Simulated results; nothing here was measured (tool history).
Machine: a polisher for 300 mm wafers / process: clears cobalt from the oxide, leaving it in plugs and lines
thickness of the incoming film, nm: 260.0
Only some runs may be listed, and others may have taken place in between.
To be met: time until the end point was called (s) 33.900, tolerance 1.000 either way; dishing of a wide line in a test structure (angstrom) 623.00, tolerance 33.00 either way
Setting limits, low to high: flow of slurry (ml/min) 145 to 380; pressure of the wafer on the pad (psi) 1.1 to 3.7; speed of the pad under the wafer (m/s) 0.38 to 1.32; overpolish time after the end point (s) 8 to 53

run,hour,flow of slurry (ml/min),pressure of the wafer on the pad (psi),speed of the pad under the wafer (m/s),overpolish time after the end point (s),time until the end point was called (s),dishing of a wide line in a test structure (angstrom)
1,0.0,245,2.4,0.84,27,49.397,582.88
2,1.6,250,2.6,0.84,26,47.345,575.24
3,9.1,250,2.8,0.84,26,44.398,585.08
4,17.3,250,2.8,0.84,33,44.061,597.32
5,19.2,250,2.6,0.84,33,46.947,588.04
6,22.5,250,2.8,0.84,33,43.631,614.45
7,30.7,250,3.0,0.84,31,41.483,607.61
8,35.4,250,3.2,0.84,30,38.541,599.03
9,36.2,250,3.3,0.84,31,38.041,619.57
10,41.9,250,3.3,0.84,31,38.093,618.06
11,46.0,250,3.4,0.84,30,36.660,608.75
12,52.4,250,3.5,0.84,30,35.910,620.92

Exactly one of the 4 candidate moves below puts every result within its allowed miss. Which one?
A,58.8,145,3.7,0.92,43,?,?
B,58.8,245,3.0,0.94,31,?,?
C,58.8,295,3.1,0.90,19,?,?
D,58.8,270,3.7,0.78,18,?,?

move,time until the end point was called (s),dishing of a wide line in a test structure (angstrom)
A,34.456,653.32
B,37.307,639.73
C,37.056,587.06
D,36.669,579.94
A: every result within its allowed miss
B: lands further from the targets than the last run did
C: lands further from the targets than the last run did
D: lands further from the targets than the last run did
Go with A: it meets all targets.
